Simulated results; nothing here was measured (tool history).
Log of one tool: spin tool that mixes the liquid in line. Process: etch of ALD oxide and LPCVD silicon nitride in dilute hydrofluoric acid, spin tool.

run  hour  temperature setpoint of the liquid (°C)  parts of water to one part of 49 % hydrofluoric acid (parts by volume)  time under the liquid (s)  thickness taken off the ALD oxide on a monitor wafer (nm)  thickness taken off the LPCVD silicon nitride on a monitor wafer (nm)
  1   0.0                                     20.0                                                                      95                         60                                                     6.7088                                                                0.26221
  2   2.1                                     20.0                                                                      95                         45                                                     5.0559                                                                0.18900
  3  10.6                                     20.0                                                                      70                         45                                                     7.0997                                                                0.28048
  4  19.0                                     20.0                                                                      70                         65                                                    10.1850                                                                0.29338
  5  21.9                                     20.0                                                                      55                         65                                                    13.1730                                                                0.49401
  6  23.1                                     20.0                                                                      25                         65                                                    29.4660                                                                1.00080
  7  32.0                                     19.5                                                                      40                         65                                                    18.1110                                                                0.67317
  8  40.1                                     19.0                                                                      50                         65                                                    13.9500                                                                0.34060
  9  43.1                                     19.0                                                                      60                         65                                                    11.4610                                                                0.33248

Run 10 comes next. What will it give?
 10  50.0                                     18.5                                                                      70                         65                                                          ?                                                                      ?

Run 10 gave thickness taken off the ALD oxide on a monitor wafer (nm) 9.5949, thickness taken off the LPCVD silicon nitride on a monitor wafer (nm) 0.23957.
